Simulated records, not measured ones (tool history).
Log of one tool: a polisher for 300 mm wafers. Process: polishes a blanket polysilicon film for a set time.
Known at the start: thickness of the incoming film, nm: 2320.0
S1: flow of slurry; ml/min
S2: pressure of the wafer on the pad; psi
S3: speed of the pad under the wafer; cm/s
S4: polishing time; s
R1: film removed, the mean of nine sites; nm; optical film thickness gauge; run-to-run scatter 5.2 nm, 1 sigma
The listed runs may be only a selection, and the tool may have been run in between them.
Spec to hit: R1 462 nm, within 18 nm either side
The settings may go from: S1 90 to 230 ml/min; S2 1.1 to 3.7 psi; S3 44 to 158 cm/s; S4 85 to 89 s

run 1 hour=0 | S1=150 S2=2.4 S3=100 S4=85 | R1=737.39
run 2 hour=4.9 | S1=150 S2=2.4 S3=114 S4=85 | R1=826.19
run 3 hour=6.5 | S1=150 S2=2.7 S3=114 S4=85 | R1=934.91
run 4 hour=12.8 | S1=150 S2=2.4 S3=112 S4=85 | R1=809.79
run 5 hour=20 | S1=150 S2=2.4 S3=112 S4=85 | R1=806.68
run 6 hour=22.3 | S1=150 S2=2.4 S3=112 S4=89 | R1=845.36
run 7 hour=28.2 | S1=150 S2=2.1 S3=112 S4=89 | R1=750.88
run 8 hour=31.6 | S1=150 S2=2.1 S3=112 S4=89 | R1=767.86
run 9 hour=35.1 | S1=140 S2=1.5 S3=102 S4=89 | R1=486.77
run 10 hour=40.2 | S1=135 S2=1.5 S3=102 S4=89 | R1=496.41

Of the 4 settings listed for the next run, only one would bring every result within its allowed miss of target. Which one?
run A hour=45.3 | S1=150 S2=1.6 S3=94 S4=89 | R1=?
run B hour=45.3 | S1=125 S2=1.7 S3=96 S4=89 | R1=?
run C hour=45.3 | S1=155 S2=1.7 S3=84 S4=89 | R1=?
run D hour=45.3 | S1=145 S2=1.6 S3=98 S4=89 | R1=?

move=A R1=489
move=B R1=512.11
move=C R1=467.3
move=D R1=506.29
A: nearer the targets than the last run, but a result is still out of spec
B: lands further from the targets than the last run did
C: every result lands within tolerance
D: lands further from the targets than the last run did
Go with C: it meets all targets.
